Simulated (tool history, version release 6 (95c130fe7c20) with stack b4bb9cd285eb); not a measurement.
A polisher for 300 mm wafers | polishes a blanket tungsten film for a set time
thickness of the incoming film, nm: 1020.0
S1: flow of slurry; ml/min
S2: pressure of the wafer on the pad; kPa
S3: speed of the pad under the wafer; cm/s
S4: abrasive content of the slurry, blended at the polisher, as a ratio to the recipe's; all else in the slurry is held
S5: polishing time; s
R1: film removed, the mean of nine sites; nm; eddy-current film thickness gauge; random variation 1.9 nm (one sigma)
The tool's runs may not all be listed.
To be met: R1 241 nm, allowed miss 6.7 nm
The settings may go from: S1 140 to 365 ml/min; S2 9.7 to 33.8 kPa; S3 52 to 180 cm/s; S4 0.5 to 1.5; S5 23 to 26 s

Run 1, hour 0: S1 235 ml/min, S2 21.4 kPa, S3 116 cm/s, S4 1, S5 26 s. Result: R1 115.82 nm.
Run 2, hour 0.9: S1 235 ml/min, S2 21.4 kPa, S3 116 cm/s, S4 1, S5 26 s. Result: R1 116.05 nm.
Run 3, hour 4: S1 235 ml/min, S2 21.4 kPa, S3 138 cm/s, S4 1, S5 26 s. Result: R1 137.46 nm.
Run 4, hour 11.9: S1 240 ml/min, S2 24.1 kPa, S3 138 cm/s, S4 1, S5 26 s. Result: R1 154.77 nm.
Run 5, hour 12.5: S1 265 ml/min, S2 24.1 kPa, S3 138 cm/s, S4 1, S5 26 s. Result: R1 157.75 nm.
At hour 21.2: worn pad replaced by a new one.
Run 6, hour 21.2: S1 270 ml/min, S2 26.2 kPa, S3 138 cm/s, S4 1, S5 26 s. Result: R1 190.33 nm.
Run 7, hour 29.1: S1 290 ml/min, S2 26.9 kPa, S3 138 cm/s, S4 1, S5 26 s. Result: R1 195.23 nm.
Run 8, hour 34: S1 300 ml/min, S2 27.6 kPa, S3 138 cm/s, S4 1, S5 26 s. Result: R1 197.57 nm.
Run 9, hour 39.2: S1 300 ml/min, S2 28.3 kPa, S3 138 cm/s, S4 1, S5 26 s. Result: R1 206.08 nm.
Run 10, hour 41.8: S1 305 ml/min, S2 29 kPa, S3 138 cm/s, S4 1, S5 26 s. Result: R1 212.36 nm.
Run 11, hour 47.3: S1 305 ml/min, S2 29 kPa, S3 138 cm/s, S4 1, S5 26 s. Result: R1 212.12 nm.
Run 12, hour 53.1: S1 315 ml/min, S2 31.7 kPa, S3 138 cm/s, S4 1, S5 26 s. Result: R1 230.77 nm.
Run 13, hour 58.1: S1 320 ml/min, S2 31.7 kPa, S3 138 cm/s, S4 1, S5 26 s. Result: R1 231.25 nm.

Which of these 4 next moves meets every target?
Run A, hour 63.1: S1 365 ml/min, S2 33.8 kPa, S3 130 cm/s, S4 1.05, S5 25 s. Result: R1 ?.
Run B, hour 63.1: S1 305 ml/min, S2 33.8 kPa, S3 136 cm/s, S4 0.95, S5 26 s. Result: R1 ?.
Run C, hour 63.1: S1 355 ml/min, S2 33.8 kPa, S3 146 cm/s, S4 1, S5 26 s. Result: R1 ?.
Run D, hour 63.1: S1 270 ml/min, S2 33.8 kPa, S3 138 cm/s, S4 0.85, S5 25 s. Result: R1 ?.

move      R1
   A  227.83
   B  238.43
   C  261.85
   D  224.13
A: further off than the last run
B: meets every target
C: takes the result that was furthest off past its target
D: further off than the last run
The right move is B.

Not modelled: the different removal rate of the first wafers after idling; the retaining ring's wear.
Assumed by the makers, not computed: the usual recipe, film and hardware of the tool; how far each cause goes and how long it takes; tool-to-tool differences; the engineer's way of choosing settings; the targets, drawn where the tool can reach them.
